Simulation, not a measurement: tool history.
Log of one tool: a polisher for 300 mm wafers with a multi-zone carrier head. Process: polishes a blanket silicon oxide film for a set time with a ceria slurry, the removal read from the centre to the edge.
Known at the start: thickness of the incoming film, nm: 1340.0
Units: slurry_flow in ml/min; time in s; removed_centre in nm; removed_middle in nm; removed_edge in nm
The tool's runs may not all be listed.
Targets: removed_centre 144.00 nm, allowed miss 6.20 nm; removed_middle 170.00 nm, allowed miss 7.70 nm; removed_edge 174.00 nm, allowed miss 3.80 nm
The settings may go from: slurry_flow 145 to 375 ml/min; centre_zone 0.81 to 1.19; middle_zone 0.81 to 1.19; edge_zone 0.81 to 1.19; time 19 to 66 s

Run 1, day 0.000: slurry_flow 240 ml/min, centre_zone 1.00, middle_zone 1.00, edge_zone 1.00, time 42 s. Result: removed_centre 164.18 nm, removed_middle 164.17 nm, removed_edge 163.40 nm.
Run 2, day 0.358: slurry_flow 240 ml/min, centre_zone 0.98, middle_zone 1.00, edge_zone 1.02, time 42 s. Result: removed_centre 159.73 nm, removed_middle 163.22 nm, removed_edge 162.18 nm.
Run 3, day 0.471: slurry_flow 240 ml/min, centre_zone 0.98, middle_zone 0.94, edge_zone 1.02, time 42 s. Result: removed_centre 158.93 nm, removed_middle 160.59 nm, removed_edge 162.30 nm.
Run 4, day 0.546: slurry_flow 240 ml/min, centre_zone 0.92, middle_zone 0.94, edge_zone 1.02, time 42 s. Result: removed_centre 148.84 nm, removed_middle 155.79 nm, removed_edge 164.99 nm.
Run 5, day 0.662: slurry_flow 185 ml/min, centre_zone 0.92, middle_zone 0.94, edge_zone 1.02, time 42 s. Result: removed_centre 145.82 nm, removed_middle 154.12 nm, removed_edge 159.65 nm.
Run 6, day 0.771: slurry_flow 185 ml/min, centre_zone 0.92, middle_zone 0.94, edge_zone 1.07, time 42 s. Result: removed_centre 144.49 nm, removed_middle 151.86 nm, removed_edge 163.79 nm.
Run 7, day 0.929: slurry_flow 190 ml/min, centre_zone 0.91, middle_zone 0.96, edge_zone 1.07, time 42 s. Result: removed_centre 141.97 nm, removed_middle 153.47 nm, removed_edge 163.74 nm.
Run 8, day 0.971: slurry_flow 195 ml/min, centre_zone 0.91, middle_zone 0.98, edge_zone 1.07, time 42 s. Result: removed_centre 142.16 nm, removed_middle 156.60 nm, removed_edge 164.03 nm.
Run 9, day 1.142: slurry_flow 200 ml/min, centre_zone 0.91, middle_zone 0.99, edge_zone 1.08, time 42 s. Result: removed_centre 145.50 nm, removed_middle 155.90 nm, removed_edge 166.74 nm.
At day 1.204: worn pad replaced by a new one.
Run 10, day 1.204: slurry_flow 205 ml/min, centre_zone 0.90, middle_zone 1.01, edge_zone 1.08, time 42 s. Result: removed_centre 161.28 nm, removed_middle 185.09 nm, removed_edge 186.05 nm.

4 next moves are on the table. One of them brings every result within its allowed miss. Which?
Run A, day 1.267: slurry_flow 170 ml/min, centre_zone 0.93, middle_zone 0.87, edge_zone 1.19, time 45 s. Result: removed_centre ?, removed_middle ?, removed_edge ?.
Run B, day 1.267: slurry_flow 205 ml/min, centre_zone 0.84, middle_zone 0.98, edge_zone 1.02, time 40 s. Result: removed_centre ?, removed_middle ?, removed_edge ?.
Run C, day 1.267: slurry_flow 230 ml/min, centre_zone 0.94, middle_zone 1.09, edge_zone 1.04, time 44 s. Result: removed_centre ?, removed_middle ?, removed_edge ?.
Run D, day 1.267: slurry_flow 260 ml/min, centre_zone 0.86, middle_zone 1.14, edge_zone 0.96, time 40 s. Result: removed_centre ?, removed_middle ?, removed_edge ?.

move  removed_centre  removed_middle  removed_edge
   A          172.45          167.87        205.14
   B          147.17          170.58        172.67
   C          180.34          208.88        193.98
   D          155.71          200.63        171.62
A: further off than the last run
B: meets every target
C: further off than the last run
D: brings the result that was furthest off to its target, and leaves another outside
Answer: B
